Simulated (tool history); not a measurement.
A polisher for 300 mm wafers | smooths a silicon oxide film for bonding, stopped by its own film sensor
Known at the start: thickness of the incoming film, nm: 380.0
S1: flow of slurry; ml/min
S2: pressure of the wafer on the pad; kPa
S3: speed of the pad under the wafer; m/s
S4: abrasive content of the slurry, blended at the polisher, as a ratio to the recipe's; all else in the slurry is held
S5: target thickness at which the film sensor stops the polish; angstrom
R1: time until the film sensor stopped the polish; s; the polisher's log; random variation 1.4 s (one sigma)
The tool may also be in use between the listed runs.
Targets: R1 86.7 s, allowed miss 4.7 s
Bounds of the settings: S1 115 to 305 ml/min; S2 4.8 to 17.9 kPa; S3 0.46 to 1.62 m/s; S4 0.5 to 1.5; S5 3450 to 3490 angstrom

run	hour	S1	S2	S3	S4	S5	R1
1	0	195	11	1.04	1	3450	63.091
2	3.5	195	10.3	1.04	1	3450	67.37
3	9	175	10.3	1.04	1	3450	66.87
4	17.8	215	10.3	1.04	1	3450	64.645
5	24.9	215	10.3	1.2	1	3450	58.871
6	32.4	215	9	1.2	1	3450	68.697
7	41	215	9	1.2	1	3450	67.132
8	47.5	215	8.3	1.2	1	3450	72.696
9	52.7	215	7.6	1.2	1	3450	77.808

5 next moves are on the table. One of them brings every result within its allowed miss. Which?
A	57.9	225	7.6	1.28	0.9	3460	?
B	57.9	180	7.6	1.12	0.95	3460	?
C	57.9	225	6.9	1.16	1	3490	?
D	57.9	190	9	1.24	0.75	3480	?
E	57.9	230	6.9	1.52	0.85	3450	?

move	R1
A	77.992
B	86.428
C	79.478
D	73.293
E	79.094
A: as far off as the last run
B: meets every target
C: nearer than the last run, and not there yet
D: further off than the last run
E: nearer than the last run, and not there yet
Answer: B
